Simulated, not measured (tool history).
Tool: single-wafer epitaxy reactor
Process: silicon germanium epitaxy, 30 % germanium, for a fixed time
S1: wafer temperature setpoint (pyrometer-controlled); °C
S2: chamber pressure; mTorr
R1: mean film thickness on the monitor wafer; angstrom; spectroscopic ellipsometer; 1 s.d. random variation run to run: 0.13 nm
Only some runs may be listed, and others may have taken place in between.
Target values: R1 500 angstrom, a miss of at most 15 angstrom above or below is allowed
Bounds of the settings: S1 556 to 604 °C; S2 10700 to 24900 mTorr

| run | hour | S1 | S2 | R1 |
|---|---|---|---|---|
| 1 | 0 | 580 | 17800 | 399.9 |
| 2 | 3.8 | 574 | 17800 | 353.95 |
| 3 | 8.1 | 579 | 18000 | 393.36 |
| 4 | 13 | 579 | 19700 | 411.92 |
| 5 | 18.2 | 584 | 19700 | 455.57 |
| 6 | 22.5 | 585 | 19700 | 465.76 |
| 7 | 30.4 | 586 | 19700 | 474.81 |
| 8 | 37.9 | 587 | 19700 | 484.38 |

Next run, 5 choices. One meets every target within its allowed miss, the rest don't. Which?
| A | 45.4 | 589 | 19400 | ? |
| B | 45.4 | 592 | 19400 | ? |
| C | 45.4 | 587 | 17700 | ? |
| D | 45.4 | 584 | 19400 | ? |
| E | 45.4 | 587 | 18100 | ? |

| move | R1 |
|---|---|
| A | 500.98 |
| B | 531.53 |
| C | 459.58 |
| D | 453.48 |
| E | 464.88 |
A: all results in spec
B: takes the biggest miss from the last run beyond its target
C: lands further from the targets than the last run did
D: lands further from the targets than the last run did
E: lands further from the targets than the last run did
Answer: A
